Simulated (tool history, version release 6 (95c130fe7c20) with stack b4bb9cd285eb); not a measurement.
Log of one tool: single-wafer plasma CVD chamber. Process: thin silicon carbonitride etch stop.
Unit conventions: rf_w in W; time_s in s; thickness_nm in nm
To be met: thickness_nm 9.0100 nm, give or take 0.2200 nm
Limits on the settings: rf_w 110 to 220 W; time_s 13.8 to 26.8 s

Run 1, hour 0.0: rf_w 165 W, time_s 20.3 s. Result: thickness_nm 11.4580 nm.
Run 2, hour 8.3: rf_w 185 W, time_s 20.3 s. Result: thickness_nm 11.9200 nm.
Run 3, hour 12.2: rf_w 175 W, time_s 19.5 s. Result: thickness_nm 11.2660 nm.
Run 4, hour 14.2: rf_w 165 W, time_s 18.9 s. Result: thickness_nm 10.6760 nm.
Run 5, hour 18.4: rf_w 160 W, time_s 18.5 s. Result: thickness_nm 10.3220 nm.
Run 6, hour 19.5: rf_w 140 W, time_s 18.5 s. Result: thickness_nm 9.8846 nm.
Run 7, hour 26.0: rf_w 135 W, time_s 18.3 s. Result: thickness_nm 9.7703 nm.
Run 8, hour 34.3: rf_w 130 W, time_s 18.1 s. Result: thickness_nm 9.5020 nm.

Exercise: of the 5 proposed moves below, exactly one satisfies all targets within the stated allowed misses. Which move is it?
Run A, hour 42.6: rf_w 135 W, time_s 18.1 s. Result: thickness_nm ?.
Run B, hour 42.6: rf_w 130 W, time_s 20.0 s. Result: thickness_nm ?.
Run C, hour 42.6: rf_w 120 W, time_s 19.5 s. Result: thickness_nm ?.
Run D, hour 42.6: rf_w 130 W, time_s 18.7 s. Result: thickness_nm ?.
Run E, hour 42.6: rf_w 120 W, time_s 17.6 s. Result: thickness_nm ?.

move  thickness_nm
   A        9.6016
   B       10.4800
   C        9.9550
   D        9.7991
   E        8.9850
A: the biggest miss grows against the last run
B: the biggest miss grows against the last run
C: the biggest miss grows against the last run
D: the biggest miss grows against the last run
E: each result inside its tolerance
Answer: E

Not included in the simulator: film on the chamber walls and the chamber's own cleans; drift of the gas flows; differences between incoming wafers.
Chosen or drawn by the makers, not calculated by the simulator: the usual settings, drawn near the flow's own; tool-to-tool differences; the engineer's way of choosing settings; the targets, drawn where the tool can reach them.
